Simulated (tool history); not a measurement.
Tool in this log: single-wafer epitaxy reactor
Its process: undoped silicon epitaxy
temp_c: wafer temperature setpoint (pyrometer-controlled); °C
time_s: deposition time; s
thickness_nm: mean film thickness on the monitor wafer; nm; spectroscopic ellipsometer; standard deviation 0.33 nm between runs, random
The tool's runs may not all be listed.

| run | day | temp_c | time_s | thickness_nm |
|---|---|---|---|---|
| 1 | 0.000 | 670 | 373 | 96.995 |
| 2 | 0.200 | 680 | 373 | 116.610 |
| 3 | 0.483 | 680 | 396 | 122.920 |
| 4 | 0.692 | 689 | 396 | 144.880 |
| 5 | 0.746 | 680 | 393 | 121.350 |
| 6 | 0.925 | 673 | 391 | 106.900 |
| 7 | 0.992 | 668 | 389 | 97.447 |
| 8 | 1.292 | 668 | 389 | 97.402 |
| 9 | 1.425 | 664 | 388 | 89.636 |
| 10 | 1.800 | 661 | 387 | 85.203 |
| 11 | 2.133 | 659 | 386 | 81.149 |

For run 12, what comes out?
| 12 | 2.346 | 657 | 385 | ? |

{"run 12": {"thickness_nm": 78.047}}

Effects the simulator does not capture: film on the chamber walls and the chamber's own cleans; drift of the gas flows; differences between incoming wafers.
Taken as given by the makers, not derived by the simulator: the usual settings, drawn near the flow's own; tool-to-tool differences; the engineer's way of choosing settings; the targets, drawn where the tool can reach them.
